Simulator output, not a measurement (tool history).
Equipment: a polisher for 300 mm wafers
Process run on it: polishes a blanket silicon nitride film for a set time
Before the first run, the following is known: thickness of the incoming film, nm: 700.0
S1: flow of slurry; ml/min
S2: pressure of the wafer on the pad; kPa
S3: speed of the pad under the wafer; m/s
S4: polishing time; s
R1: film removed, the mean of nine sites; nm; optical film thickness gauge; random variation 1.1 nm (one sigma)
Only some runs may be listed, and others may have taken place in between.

{"run": 1, "hour": 0.0, "S1": 300, "S2": 19.3, "S3": 0.88, "S4": 54, "R1": 62.359}
{"run": 2, "hour": 1.2, "S1": 300, "S2": 19.3, "S3": 0.88, "S4": 48, "R1": 56.425}
{"run": 3, "hour": 8.2, "S1": 300, "S2": 19.3, "S3": 1.06, "S4": 48, "R1": 64.661}
{"run": 4, "hour": 10.6, "S1": 300, "S2": 19.3, "S3": 1.14, "S4": 48, "R1": 67.575}
{"run": 5, "hour": 15.5, "S1": 300, "S2": 19.3, "S3": 1.14, "S4": 54, "R1": 76.788}
{"run": 6, "hour": 17.4, "S1": 300, "S2": 19.3, "S3": 1.14, "S4": 48, "R1": 68.784}
{"run": 7, "hour": 22.3, "S1": 300, "S2": 21.4, "S3": 1.14, "S4": 48, "R1": 74.988}

The next listed run, before its measurement:
{"run": 8, "hour": 30.3, "S1": 300, "S2": 21.4, "S3": 1.14, "S4": 48, "R1": "?"}

{"run 8": {"R1": 75.722}}
